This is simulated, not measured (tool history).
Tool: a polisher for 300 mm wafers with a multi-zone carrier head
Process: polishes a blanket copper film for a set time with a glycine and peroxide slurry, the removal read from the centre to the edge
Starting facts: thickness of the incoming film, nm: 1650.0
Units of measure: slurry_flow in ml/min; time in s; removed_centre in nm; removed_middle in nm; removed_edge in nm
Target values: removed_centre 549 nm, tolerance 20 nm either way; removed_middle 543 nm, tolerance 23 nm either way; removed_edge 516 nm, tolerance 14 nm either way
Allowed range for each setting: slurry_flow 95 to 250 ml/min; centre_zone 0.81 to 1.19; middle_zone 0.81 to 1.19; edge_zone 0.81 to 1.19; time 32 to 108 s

Run 1, hour 0: slurry_flow 160 ml/min, centre_zone 1, middle_zone 1, edge_zone 1, time 70 s. Result: removed_centre 423.67 nm, removed_middle 395.77 nm, removed_edge 391.25 nm.
Run 2, hour 1.8: slurry_flow 165 ml/min, centre_zone 1, middle_zone 1.01, edge_zone 1.02, time 71 s. Result: removed_centre 431.84 nm, removed_middle 403.76 nm, removed_edge 399.45 nm.
Run 3, hour 4.8: slurry_flow 165 ml/min, centre_zone 1, middle_zone 0.96, edge_zone 1.02, time 71 s. Result: removed_centre 431.42 nm, removed_middle 391.15 nm, removed_edge 402.28 nm.
Run 4, hour 13.5: slurry_flow 170 ml/min, centre_zone 1, middle_zone 0.98, edge_zone 1.03, time 73 s. Result: removed_centre 443.74 nm, removed_middle 409.55 nm, removed_edge 417.11 nm.
Run 5, hour 18.3: slurry_flow 170 ml/min, centre_zone 1, middle_zone 0.98, edge_zone 0.94, time 73 s. Result: removed_centre 453.15 nm, removed_middle 406.88 nm, removed_edge 399.78 nm.
Run 6, hour 24.3: slurry_flow 170 ml/min, centre_zone 1, middle_zone 1.01, edge_zone 0.94, time 73 s. Result: removed_centre 443.1 nm, removed_middle 412.91 nm, removed_edge 393.12 nm.
Run 7, hour 29.4: slurry_flow 175 ml/min, centre_zone 1, middle_zone 1.02, edge_zone 0.96, time 74 s. Result: removed_centre 461 nm, removed_middle 425.79 nm, removed_edge 403.61 nm.
Run 8, hour 37.2: slurry_flow 175 ml/min, centre_zone 1, middle_zone 1.03, edge_zone 0.98, time 75 s. Result: removed_centre 465.02 nm, removed_middle 440.37 nm, removed_edge 414.54 nm.
Run 9, hour 44.2: slurry_flow 180 ml/min, centre_zone 1, middle_zone 1.03, edge_zone 1, time 76 s. Result: removed_centre 465.27 nm, removed_middle 449.36 nm, removed_edge 432.72 nm.
Run 10, hour 52.6: slurry_flow 185 ml/min, centre_zone 1.01, middle_zone 1.04, edge_zone 1.01, time 77 s. Result: removed_centre 485.1 nm, removed_middle 465.87 nm, removed_edge 441.06 nm.
Run 11, hour 60.7: slurry_flow 190 ml/min, centre_zone 1.02, middle_zone 1.04, edge_zone 1.03, time 77 s. Result: removed_centre 483.78 nm, removed_middle 457.81 nm, removed_edge 436.37 nm.

Exactly one of the 5 candidate moves below puts every result within its allowed miss. Which one?
Run A, hour 68.8: slurry_flow 200 ml/min, centre_zone 1.01, middle_zone 0.81, edge_zone 1.15, time 87 s. Result: removed_centre ?, removed_middle ?, removed_edge ?.
Run B, hour 68.8: slurry_flow 205 ml/min, centre_zone 1.19, middle_zone 0.86, edge_zone 1, time 73 s. Result: removed_centre ?, removed_middle ?, removed_edge ?.
Run C, hour 68.8: slurry_flow 175 ml/min, centre_zone 0.85, middle_zone 0.81, edge_zone 1.19, time 89 s. Result: removed_centre ?, removed_middle ?, removed_edge ?.
Run D, hour 68.8: slurry_flow 210 ml/min, centre_zone 0.93, middle_zone 1.11, edge_zone 1.06, time 77 s. Result: removed_centre ?, removed_middle ?, removed_edge ?.
Run E, hour 68.8: slurry_flow 135 ml/min, centre_zone 0.98, middle_zone 1.04, edge_zone 0.97, time 96 s. Result: removed_centre ?, removed_middle ?, removed_edge ?.

move  removed_centre  removed_middle  removed_edge
   A          558.24          423.25        540.36
   B          554.29             374        423.63
   C          469.64          424.57        554.32
   D          459.39          491.24        459.38
   E          553.95          537.09        519.79
A: pushes the last run's worst result past its target
B: moves away from the targets compared with the last run
C: pushes the last run's worst result past its target
D: closes in on the targets versus the last run, not all within tolerance yet
E: every result lands within tolerance
The right move is E.

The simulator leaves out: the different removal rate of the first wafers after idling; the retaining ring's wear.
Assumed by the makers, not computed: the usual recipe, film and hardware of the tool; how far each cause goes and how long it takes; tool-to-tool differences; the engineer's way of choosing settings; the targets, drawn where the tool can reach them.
